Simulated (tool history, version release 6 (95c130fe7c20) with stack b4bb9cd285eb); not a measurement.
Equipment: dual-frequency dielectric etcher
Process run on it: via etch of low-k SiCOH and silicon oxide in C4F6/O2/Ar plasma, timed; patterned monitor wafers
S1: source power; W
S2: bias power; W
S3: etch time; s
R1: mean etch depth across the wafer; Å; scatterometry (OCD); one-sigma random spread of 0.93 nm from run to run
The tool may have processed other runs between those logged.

run 1 hour=0 | S1=370 S2=223 S3=46 | R1=1335.2
run 2 hour=7 | S1=370 S2=193 S3=46 | R1=1244.1
run 3 hour=10.8 | S1=400 S2=193 S3=46 | R1=1284.6
run 4 hour=16.4 | S1=420 S2=203 S3=46 | R1=1325
run 5 hour=24.2 | S1=430 S2=214 S3=46 | R1=1398.6
run 6 hour=32.7 | S1=450 S2=216 S3=46 | R1=1410.1
run 7 hour=37.4 | S1=460 S2=221 S3=46 | R1=1436.5
run 8 hour=44.5 | S1=470 S2=225 S3=46 | R1=1473.5

Run 9, settings as shown, results not yet in. Your forecast:
run 9 hour=46.9 | S1=480 S2=226 S3=46 | R1=?

For run 9 the tool returned R1 1461.7 Å.
